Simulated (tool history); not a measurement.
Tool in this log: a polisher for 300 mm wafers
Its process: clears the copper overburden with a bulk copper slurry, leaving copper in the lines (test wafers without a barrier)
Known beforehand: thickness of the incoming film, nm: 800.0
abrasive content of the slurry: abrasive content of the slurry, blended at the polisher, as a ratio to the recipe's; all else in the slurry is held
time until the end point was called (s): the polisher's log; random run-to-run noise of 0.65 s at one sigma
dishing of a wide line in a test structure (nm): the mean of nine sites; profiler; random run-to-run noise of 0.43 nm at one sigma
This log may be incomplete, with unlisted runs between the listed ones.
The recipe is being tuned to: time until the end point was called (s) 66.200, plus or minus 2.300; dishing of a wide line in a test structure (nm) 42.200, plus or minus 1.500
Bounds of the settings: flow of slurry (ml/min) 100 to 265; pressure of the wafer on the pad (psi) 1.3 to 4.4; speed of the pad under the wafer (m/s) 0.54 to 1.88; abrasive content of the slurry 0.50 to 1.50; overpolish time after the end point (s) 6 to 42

| run | day | flow of slurry (ml/min) | pressure of the wafer on the pad (psi) | speed of the pad under the wafer (m/s) | abrasive content of the slurry | overpolish time after the end point (s) | time until the end point was called (s) | dishing of a wide line in a test structure (nm) |
|---|---|---|---|---|---|---|---|---|
| 1 | 0.000 | 170 | 2.8 | 1.20 | 1.00 | 21 | 82.985 | 76.861 |
| 2 | 0.042 | 175 | 2.6 | 1.28 | 1.05 | 19 | 82.412 | 73.639 |
| 3 | 0.254 | 175 | 2.3 | 1.28 | 1.05 | 19 | 92.224 | 69.025 |
| 4 | 0.279 | 175 | 2.0 | 1.28 | 1.05 | 19 | 104.230 | 65.207 |
| 5 | 0.546 | 180 | 1.9 | 1.34 | 1.10 | 18 | 102.340 | 62.756 |
| 6 | 0.762 | 190 | 1.8 | 1.40 | 1.15 | 17 | 101.730 | 62.241 |
| 7 | 0.950 | 180 | 1.8 | 1.46 | 1.20 | 16 | 96.600 | 60.801 |
| 8 | 1.279 | 170 | 1.8 | 1.50 | 1.25 | 15 | 94.363 | 59.189 |
| 9 | 1.450 | 160 | 1.8 | 1.54 | 1.30 | 14 | 90.759 | 57.841 |
| 10 | 1.608 | 155 | 1.8 | 1.58 | 1.30 | 13 | 91.286 | 54.226 |
| 11 | 1.746 | 150 | 1.8 | 1.62 | 1.30 | 12 | 89.563 | 52.497 |
| 12 | 1.971 | 145 | 1.9 | 1.64 | 1.20 | 11 | 84.451 | 51.578 |
| 13 | 2.254 | 140 | 1.9 | 1.66 | 1.15 | 10 | 86.110 | 48.507 |

Next run, 5 choices. One meets every target within its allowed miss, the rest don't. Which?
| A | 2.538 | 135 | 1.5 | 1.30 | 1.30 | 20 | ? | ? |
| B | 2.538 | 135 | 2.0 | 1.34 | 1.35 | 14 | ? | ? |
| C | 2.538 | 150 | 1.5 | 1.48 | 1.30 | 15 | ? | ? |
| D | 2.538 | 135 | 2.4 | 1.84 | 1.05 | 6 | ? | ? |
| E | 2.538 | 145 | 2.8 | 1.76 | 1.15 | 6 | ? | ? |

| move | time until the end point was called (s) | dishing of a wide line in a test structure (nm) |
|---|---|---|
| A | 131.960 | 55.915 |
| B | 99.789 | 54.998 |
| C | 113.790 | 51.530 |
| D | 65.425 | 41.753 |
| E | 57.715 | 46.154 |
A: lands further from the targets than the last run did
B: lands further from the targets than the last run did
C: lands further from the targets than the last run did
D: all results in spec
E: takes the biggest miss from the last run beyond its target
D meets every target.
